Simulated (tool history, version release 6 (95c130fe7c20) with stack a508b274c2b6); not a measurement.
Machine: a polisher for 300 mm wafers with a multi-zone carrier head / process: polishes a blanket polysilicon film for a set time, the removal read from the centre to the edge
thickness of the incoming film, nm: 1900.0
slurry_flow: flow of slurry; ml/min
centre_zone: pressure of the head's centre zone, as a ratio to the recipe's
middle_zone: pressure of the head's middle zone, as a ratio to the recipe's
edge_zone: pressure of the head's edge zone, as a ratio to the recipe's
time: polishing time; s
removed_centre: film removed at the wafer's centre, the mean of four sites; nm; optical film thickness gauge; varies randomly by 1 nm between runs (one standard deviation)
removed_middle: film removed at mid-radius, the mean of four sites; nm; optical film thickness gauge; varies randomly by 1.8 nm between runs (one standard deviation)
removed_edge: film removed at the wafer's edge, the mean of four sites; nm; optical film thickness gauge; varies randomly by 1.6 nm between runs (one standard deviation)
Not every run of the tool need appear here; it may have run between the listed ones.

run,hour,slurry_flow,centre_zone,middle_zone,edge_zone,time,removed_centre,removed_middle,removed_edge
1,0,315,1,1,1,46,210.46,204.2,212.05
2,1.5,315,0.98,0.99,0.97,43,191.18,189.75,195.32
3,7.7,315,0.97,0.98,0.94,41,179.34,182.89,181.32
4,12.7,310,0.96,0.95,0.92,40,175.19,170.22,178.76
5,14.5,280,0.96,0.95,0.92,40,172.34,168.35,176.56
6,22.1,280,0.96,0.95,0.92,32,137.15,136.17,141.51
7,30.2,300,0.96,0.96,0.92,32,139.78,140.91,140.57
8,32.1,310,0.96,0.96,0.93,32,139.61,138.17,142.94

The next listed run, before its measurement:
9,35.1,320,0.96,0.97,0.93,32,?,?,?

{"run 9": {"removed_centre": 138.75, "removed_middle": 139.5, "removed_edge": 144.21}}
